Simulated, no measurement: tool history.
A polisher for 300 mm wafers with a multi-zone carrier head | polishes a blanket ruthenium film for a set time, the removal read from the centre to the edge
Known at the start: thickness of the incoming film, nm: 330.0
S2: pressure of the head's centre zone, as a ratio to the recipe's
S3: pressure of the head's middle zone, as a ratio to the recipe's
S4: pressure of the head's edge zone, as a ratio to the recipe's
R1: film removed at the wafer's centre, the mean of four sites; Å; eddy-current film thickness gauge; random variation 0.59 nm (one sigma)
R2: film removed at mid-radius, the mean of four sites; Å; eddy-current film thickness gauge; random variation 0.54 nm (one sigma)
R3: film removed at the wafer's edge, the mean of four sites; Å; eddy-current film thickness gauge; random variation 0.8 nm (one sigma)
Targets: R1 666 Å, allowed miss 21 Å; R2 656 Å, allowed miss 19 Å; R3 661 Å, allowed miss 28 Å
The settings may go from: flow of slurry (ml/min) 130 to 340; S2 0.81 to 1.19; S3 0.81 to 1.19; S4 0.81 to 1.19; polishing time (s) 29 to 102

{"run": 1, "hour": 0.0, "flow of slurry (ml/min)": 220, "S2": 1, "S3": 1, "S4": 1, "polishing time (s)": 65, "R1": 730.99, "R2": 719.73, "R3": 724.01}
{"run": 2, "hour": 8.4, "flow of slurry (ml/min)": 210, "S2": 0.99, "S3": 0.99, "S4": 0.98, "polishing time (s)": 65, "R1": 722.67, "R2": 711.31, "R3": 716.02}
{"run": 3, "hour": 16.0, "flow of slurry (ml/min)": 210, "S2": 0.96, "S3": 0.99, "S4": 0.98, "polishing time (s)": 65, "R1": 686.69, "R2": 714.82, "R3": 721.4}
{"run": 4, "hour": 24.1, "flow of slurry (ml/min)": 210, "S2": 0.96, "S3": 0.99, "S4": 1.03, "polishing time (s)": 65, "R1": 689.09, "R2": 714.91, "R3": 728.38}
{"run": 5, "hour": 31.8, "flow of slurry (ml/min)": 210, "S2": 0.96, "S3": 0.99, "S4": 1.03, "polishing time (s)": 72, "R1": 772.76, "R2": 794.11, "R3": 827.03}
{"run": 6, "hour": 33.0, "flow of slurry (ml/min)": 210, "S2": 0.96, "S3": 0.99, "S4": 0.94, "polishing time (s)": 72, "R1": 765.33, "R2": 798.9, "R3": 777.68}
{"run": 7, "hour": 38.9, "flow of slurry (ml/min)": 205, "S2": 0.96, "S3": 0.96, "S4": 0.92, "polishing time (s)": 70, "R1": 737.82, "R2": 747.85, "R3": 742.16}
{"run": 8, "hour": 39.5, "flow of slurry (ml/min)": 200, "S2": 0.95, "S3": 0.94, "S4": 0.9, "polishing time (s)": 69, "R1": 718.54, "R2": 711.92, "R3": 721.56}
{"run": 9, "hour": 47.7, "flow of slurry (ml/min)": 195, "S2": 0.94, "S3": 0.93, "S4": 0.88, "polishing time (s)": 69, "R1": 714.21, "R2": 696.27, "R3": 723.68}
{"run": 10, "hour": 52.8, "flow of slurry (ml/min)": 195, "S2": 0.94, "S3": 0.93, "S4": 0.87, "polishing time (s)": 68, "R1": 706.26, "R2": 695.81, "R3": 703.19}
{"run": 11, "hour": 53.7, "flow of slurry (ml/min)": 190, "S2": 0.93, "S3": 0.93, "S4": 0.86, "polishing time (s)": 68, "R1": 698.44, "R2": 697.73, "R3": 709}
{"hour": 58.8, "done": "worn pad replaced by a new one"}
{"run": 12, "hour": 58.8, "flow of slurry (ml/min)": 190, "S2": 0.93, "S3": 0.93, "S4": 0.85, "polishing time (s)": 67, "R1": 758.56, "R2": 764.51, "R3": 752.25}

Which of these 4 next moves meets every target?
{"run": "A", "hour": 63.9, "flow of slurry (ml/min)": 185, "S2": 0.94, "S3": 0.84, "S4": 0.84, "polishing time (s)": 72, "R1": "?", "R2": "?", "R3": "?"}
{"run": "B", "hour": 63.9, "flow of slurry (ml/min)": 155, "S2": 0.94, "S3": 0.92, "S4": 0.82, "polishing time (s)": 61, "R1": "?", "R2": "?", "R3": "?"}
{"run": "C", "hour": 63.9, "flow of slurry (ml/min)": 190, "S2": 0.97, "S3": 0.9, "S4": 0.91, "polishing time (s)": 56, "R1": "?", "R2": "?", "R3": "?"}
{"run": "D", "hour": 63.9, "flow of slurry (ml/min)": 205, "S2": 1.1, "S3": 0.9, "S4": 0.81, "polishing time (s)": 54, "R1": "?", "R2": "?", "R3": "?"}

move=A R1=807.24 R2=741.99 R3=815.58
move=B R1=661.22 R2=657.4 R3=667.92
move=C R1=650.42 R2=613.29 R3=659.24
move=D R1=717.1 R2=597.76 R3=608.41
A: further off than the last run
B: meets every target
C: takes the result that was furthest off past its target
D: takes the result that was furthest off past its target
Move B is the one to make.
